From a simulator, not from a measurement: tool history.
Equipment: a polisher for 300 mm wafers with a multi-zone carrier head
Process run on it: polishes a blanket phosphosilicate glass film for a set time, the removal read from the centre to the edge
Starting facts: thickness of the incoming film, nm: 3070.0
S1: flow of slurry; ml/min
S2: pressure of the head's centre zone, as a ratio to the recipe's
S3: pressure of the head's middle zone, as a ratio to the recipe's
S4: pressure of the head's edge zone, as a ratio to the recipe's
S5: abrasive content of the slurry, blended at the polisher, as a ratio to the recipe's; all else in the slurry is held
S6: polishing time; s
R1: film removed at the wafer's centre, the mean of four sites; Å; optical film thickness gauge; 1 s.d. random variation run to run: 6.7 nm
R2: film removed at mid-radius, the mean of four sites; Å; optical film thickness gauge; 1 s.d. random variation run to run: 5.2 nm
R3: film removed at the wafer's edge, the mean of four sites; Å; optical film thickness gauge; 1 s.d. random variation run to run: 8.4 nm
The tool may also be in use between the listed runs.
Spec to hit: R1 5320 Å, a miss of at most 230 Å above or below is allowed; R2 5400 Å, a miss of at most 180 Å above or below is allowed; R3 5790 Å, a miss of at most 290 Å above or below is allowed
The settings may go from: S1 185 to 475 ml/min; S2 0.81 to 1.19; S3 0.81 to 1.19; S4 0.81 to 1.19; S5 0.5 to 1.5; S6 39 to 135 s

{"run": 1, "hour": 0.0, "S1": 305, "S2": 1, "S3": 1, "S4": 1, "S5": 1, "S6": 87, "R1": 8475.6, "R2": 8638.3, "R3": 8394.1}
{"run": 2, "hour": 9.0, "S1": 370, "S2": 1, "S3": 1, "S4": 1, "S5": 1, "S6": 87, "R1": 8808.3, "R2": 8898.2, "R3": 8881.4}
{"run": 3, "hour": 13.0, "S1": 370, "S2": 1, "S3": 0.91, "S4": 1, "S5": 1, "S6": 87, "R1": 8756.4, "R2": 8158.5, "R3": 8573.7}
{"run": 4, "hour": 17.5, "S1": 370, "S2": 1, "S3": 0.91, "S4": 1, "S5": 1, "S6": 71, "R1": 7337.1, "R2": 6725.3, "R3": 7184}
{"run": 5, "hour": 19.7, "S1": 370, "S2": 1, "S3": 0.91, "S4": 1, "S5": 0.85, "S6": 71, "R1": 6751.2, "R2": 6221, "R3": 6607.6}
{"run": 6, "hour": 27.3, "S1": 370, "S2": 1, "S3": 0.91, "S4": 1.08, "S5": 0.85, "S6": 71, "R1": 6658.2, "R2": 6270.6, "R3": 6900}
{"run": 7, "hour": 30.4, "S1": 360, "S2": 0.98, "S3": 0.9, "S4": 1.07, "S5": 0.85, "S6": 71, "R1": 6482.3, "R2": 6255.7, "R3": 6789.8}
{"run": 8, "hour": 31.4, "S1": 355, "S2": 0.97, "S3": 0.89, "S4": 1.06, "S5": 0.85, "S6": 71, "R1": 6481.4, "R2": 6158, "R3": 6951.8}
{"run": 9, "hour": 33.7, "S1": 355, "S2": 0.97, "S3": 0.9, "S4": 1.05, "S5": 0.8, "S6": 71, "R1": 6388.3, "R2": 6169.5, "R3": 6613.2}
{"run": 10, "hour": 35.6, "S1": 350, "S2": 0.96, "S3": 0.89, "S4": 1.05, "S5": 0.75, "S6": 71, "R1": 6091.5, "R2": 5856.4, "R3": 6350.8}

Below are 4 possible settings for the next run. Only one of them brings all results inside the allowed miss of their targets. Which is it?
{"run": "A", "hour": 37.5, "S1": 465, "S2": 0.96, "S3": 0.96, "S4": 1.12, "S5": 0.7, "S6": 63, "R1": "?", "R2": "?", "R3": "?"}
{"run": "B", "hour": 37.5, "S1": 330, "S2": 0.86, "S3": 0.83, "S4": 1.19, "S5": 0.9, "S6": 65, "R1": "?", "R2": "?", "R3": "?"}
{"run": "C", "hour": 37.5, "S1": 285, "S2": 0.92, "S3": 1.01, "S4": 0.99, "S5": 0.65, "S6": 71, "R1": "?", "R2": "?", "R3": "?"}
{"run": "D", "hour": 37.5, "S1": 405, "S2": 1.12, "S3": 1.08, "S4": 0.81, "S5": 0.5, "S6": 82, "R1": "?", "R2": "?", "R3": "?"}

move=A R1=5336.9 R2=5441.2 R3=5843.2
move=B R1=5351.5 R2=5423.8 R3=6805.1
move=C R1=5348.4 R2=5962.4 R3=5852.2
move=D R1=6863.1 R2=6616 R3=5617.1
A: hits every target within its allowed miss
B: brings the result that was furthest off to its target, and leaves another outside
C: brings the result that was furthest off to its target, and leaves another outside
D: lands further from the targets than the last run did
The move that meets every target is A.

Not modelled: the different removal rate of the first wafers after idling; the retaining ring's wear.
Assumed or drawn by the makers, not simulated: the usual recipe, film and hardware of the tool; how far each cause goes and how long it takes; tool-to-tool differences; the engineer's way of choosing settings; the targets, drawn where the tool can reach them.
